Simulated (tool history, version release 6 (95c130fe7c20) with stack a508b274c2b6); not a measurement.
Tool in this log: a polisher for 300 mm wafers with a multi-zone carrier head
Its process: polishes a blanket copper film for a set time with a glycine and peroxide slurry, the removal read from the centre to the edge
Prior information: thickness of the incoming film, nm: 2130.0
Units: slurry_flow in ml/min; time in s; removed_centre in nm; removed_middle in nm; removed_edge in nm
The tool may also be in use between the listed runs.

run,day,slurry_flow,centre_zone,middle_zone,edge_zone,time,removed_centre,removed_middle,removed_edge
1,0,150,1,1,1,40,141.08,140.84,142.81
2,0.175,175,1,1,1,40,142.67,146.11,144.42
3,0.508,175,1,1,1,33,119.33,117.66,120.23
4,0.838,145,1,1,1,33,113.26,117.3,118.49
5,1.208,145,1,1.04,1,33,115.97,120.46,117.51
6,1.312,150,0.98,1.09,1.01,33,113.28,125.73,119.64

For run 7, what comes out?
7,1.567,150,0.98,1.09,1.01,33,?,?,?

{"run 7": {"removed_centre": 113.59, "removed_middle": 125.77, "removed_edge": 117.23}}
